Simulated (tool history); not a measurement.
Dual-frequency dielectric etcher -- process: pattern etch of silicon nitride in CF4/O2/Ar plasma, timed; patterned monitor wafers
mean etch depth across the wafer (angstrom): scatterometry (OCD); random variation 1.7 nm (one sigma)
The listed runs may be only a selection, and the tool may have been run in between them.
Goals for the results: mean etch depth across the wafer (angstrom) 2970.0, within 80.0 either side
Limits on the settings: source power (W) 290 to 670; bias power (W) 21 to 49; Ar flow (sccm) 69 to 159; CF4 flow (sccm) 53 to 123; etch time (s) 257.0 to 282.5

run  hour  source power (W)  bias power (W)  Ar flow (sccm)  CF4 flow (sccm)  etch time (s)  mean etch depth across the wafer (angstrom)
  1   0.0               480              35             114               88          282.5                                       4172.8
  2   4.6               420              34             115               88          282.5                                       3577.5
  3   8.5               510              34             115               88          282.5                                       4397.1
  4  15.2               470              34             115               88          282.5                                       4020.7
  5  20.4               470              34             127               88          282.5                                       3972.7
  6  26.3               420              34             127               88          282.5                                       3507.2
  7  27.5               400              34             127               88          282.5                                       3356.0
  8  30.2               330              33             128               88          282.5                                       2638.9
  9  35.1               380              33             128               88          282.5                                       3127.0

5 next moves are on the table. One of them brings every result within its allowed miss. Which?
  A  40.0               420              22             147               89          282.5                                            ?
  B  40.0               360              23             102              100          282.5                                            ?
  C  40.0               400              32             151              102          282.5                                            ?
  D  40.0               390              36             136               91          282.5                                            ?
  E  40.0               440              26             105               73          282.5                                            ?

move  mean etch depth across the wafer (angstrom)
   A                                       2919.0
   B                                       2683.1
   C                                       3250.6
   D                                       3276.3
   E                                       3262.5
A: hits every target within its allowed miss
B: carries the result that was furthest off beyond its target, to the other side
C: its largest miss is bigger than the last run's
D: its largest miss is bigger than the last run's
E: its largest miss is bigger than the last run's
The right move is A.
